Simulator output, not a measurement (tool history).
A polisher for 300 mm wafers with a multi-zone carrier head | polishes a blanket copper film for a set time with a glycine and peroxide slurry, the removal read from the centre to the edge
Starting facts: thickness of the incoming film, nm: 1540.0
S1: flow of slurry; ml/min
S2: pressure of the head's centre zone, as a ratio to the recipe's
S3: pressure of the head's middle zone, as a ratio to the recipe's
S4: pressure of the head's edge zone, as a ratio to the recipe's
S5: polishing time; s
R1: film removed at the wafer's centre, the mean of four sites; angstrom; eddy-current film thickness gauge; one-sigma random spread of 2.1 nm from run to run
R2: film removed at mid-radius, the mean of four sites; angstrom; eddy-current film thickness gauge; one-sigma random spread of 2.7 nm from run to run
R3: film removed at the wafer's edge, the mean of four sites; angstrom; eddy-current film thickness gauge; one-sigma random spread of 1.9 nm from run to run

run  hour   S1    S2    S3    S4  S5      R1      R2      R3
  1   0.0  210  1.00  1.00  1.00  59  1731.1  1659.1  1679.0
  2   8.5  210  1.00  1.00  0.94  59  1720.9  1662.5  1652.5
  3  12.2  210  0.96  1.00  0.94  59  1646.1  1678.4  1634.0
  4  18.5  235  0.96  1.00  0.94  59  1674.0  1668.7  1646.7
  5  20.7  235  0.96  1.00  0.94  71  2021.1  2026.1  2003.6
  6  24.9  285  0.96  1.00  0.94  71  2088.2  2108.4  2042.0
  7  31.3  285  0.96  1.02  0.98  72  2085.2  2164.9  2117.5

Predict the results of run 8:
  8  38.1  285  0.97  1.03  1.00  73   ?   ?   ?

{"run 8": {"R1": 2135.6, "R2": 2241.3, "R3": 2164.1}}
